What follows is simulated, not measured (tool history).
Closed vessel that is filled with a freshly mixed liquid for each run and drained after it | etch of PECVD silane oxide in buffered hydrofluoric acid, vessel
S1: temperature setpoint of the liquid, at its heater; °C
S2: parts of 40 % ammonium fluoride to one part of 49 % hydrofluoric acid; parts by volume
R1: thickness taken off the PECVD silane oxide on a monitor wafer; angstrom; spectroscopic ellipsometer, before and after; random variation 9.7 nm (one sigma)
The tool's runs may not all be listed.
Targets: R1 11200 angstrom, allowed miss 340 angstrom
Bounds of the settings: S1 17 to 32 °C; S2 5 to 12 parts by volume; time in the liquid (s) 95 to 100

run 1 hour=0 | S1=24 S2=7 time_in_the_liquid_(s)=95 | R1=5976.7
run 2 hour=1.2 | S1=26 S2=7 time_in_the_liquid_(s)=95 | R1=6542.3
run 3 hour=6.6 | S1=26 S2=7 time_in_the_liquid_(s)=100 | R1=6902.2
run 4 hour=7.6 | S1=28 S2=6.5 time_in_the_liquid_(s)=100 | R1=8285.5
run 5 hour=8.2 | S1=28 S2=7.5 time_in_the_liquid_(s)=100 | R1=7145.6
run 6 hour=11.9 | S1=29.5 S2=7 time_in_the_liquid_(s)=100 | R1=8293.5
run 7 hour=16.4 | S1=30.5 S2=6.5 time_in_the_liquid_(s)=100 | R1=9512
run 8 hour=19.8 | S1=31 S2=6.5 time_in_the_liquid_(s)=100 | R1=9809.5

4 next moves are on the table. One of them brings every result within its allowed miss. Which?
run A hour=23.2 | S1=31 S2=7 time_in_the_liquid_(s)=95 | R1=?
run B hour=23.2 | S1=31 S2=7 time_in_the_liquid_(s)=100 | R1=?
run C hour=23.2 | S1=30.5 S2=7 time_in_the_liquid_(s)=95 | R1=?
run D hour=23.2 | S1=31 S2=5.5 time_in_the_liquid_(s)=100 | R1=?

move=A R1=8771.3
move=B R1=9233
move=C R1=8545.8
move=D R1=11355
A: further off than the last run
B: further off than the last run
C: further off than the last run
D: meets every target
Move D is the one to make.

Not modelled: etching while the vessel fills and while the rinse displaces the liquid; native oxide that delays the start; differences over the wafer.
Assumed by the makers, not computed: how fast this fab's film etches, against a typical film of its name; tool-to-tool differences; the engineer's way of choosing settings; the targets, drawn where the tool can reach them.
